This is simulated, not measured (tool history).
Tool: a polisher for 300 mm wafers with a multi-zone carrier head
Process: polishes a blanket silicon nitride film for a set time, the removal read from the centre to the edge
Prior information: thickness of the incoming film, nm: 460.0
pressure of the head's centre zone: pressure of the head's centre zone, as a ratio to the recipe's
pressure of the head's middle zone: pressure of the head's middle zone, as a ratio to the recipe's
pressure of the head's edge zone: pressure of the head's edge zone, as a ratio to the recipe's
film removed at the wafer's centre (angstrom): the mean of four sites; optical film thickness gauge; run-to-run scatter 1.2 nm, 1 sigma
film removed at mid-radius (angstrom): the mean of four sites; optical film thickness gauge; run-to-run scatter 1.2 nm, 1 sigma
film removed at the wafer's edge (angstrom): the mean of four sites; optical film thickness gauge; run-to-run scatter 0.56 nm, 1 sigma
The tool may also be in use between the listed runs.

| run | hour | flow of slurry (ml/min) | pressure of the head's centre zone | pressure of the head's middle zone | pressure of the head's edge zone | polishing time (s) | film removed at the wafer's centre (angstrom) | film removed at mid-radius (angstrom) | film removed at the wafer's edge (angstrom) |
|---|---|---|---|---|---|---|---|---|---|
| 1 | 0 | 260 | 1 | 1 | 1 | 44 | 664.81 | 632.56 | 635.69 |
| 2 | 1.3 | 270 | 0.99 | 1.05 | 1.03 | 47 | 691.03 | 713.01 | 705.28 |
| 3 | 6.5 | 285 | 1 | 1.09 | 1.03 | 49 | 740.78 | 764.23 | 728.79 |
| 4 | 11 | 290 | 0.99 | 1.12 | 1.04 | 51 | 757.1 | 816.95 | 764.07 |
| 5 | 16.9 | 290 | 0.99 | 1.12 | 1.04 | 61 | 913.86 | 981.86 | 915.26 |
| 6 | 24 | 280 | 0.97 | 1.12 | 1.03 | 61 | 877.46 | 979.93 | 907.77 |

Expected results for the next run?
| 7 | 29.9 | 270 | 0.96 | 1.12 | 1.02 | 61 | ? | ? | ? |

film removed at the wafer's centre (angstrom): 850.18
film removed at mid-radius (angstrom): 992.82
film removed at the wafer's edge (angstrom): 893.74

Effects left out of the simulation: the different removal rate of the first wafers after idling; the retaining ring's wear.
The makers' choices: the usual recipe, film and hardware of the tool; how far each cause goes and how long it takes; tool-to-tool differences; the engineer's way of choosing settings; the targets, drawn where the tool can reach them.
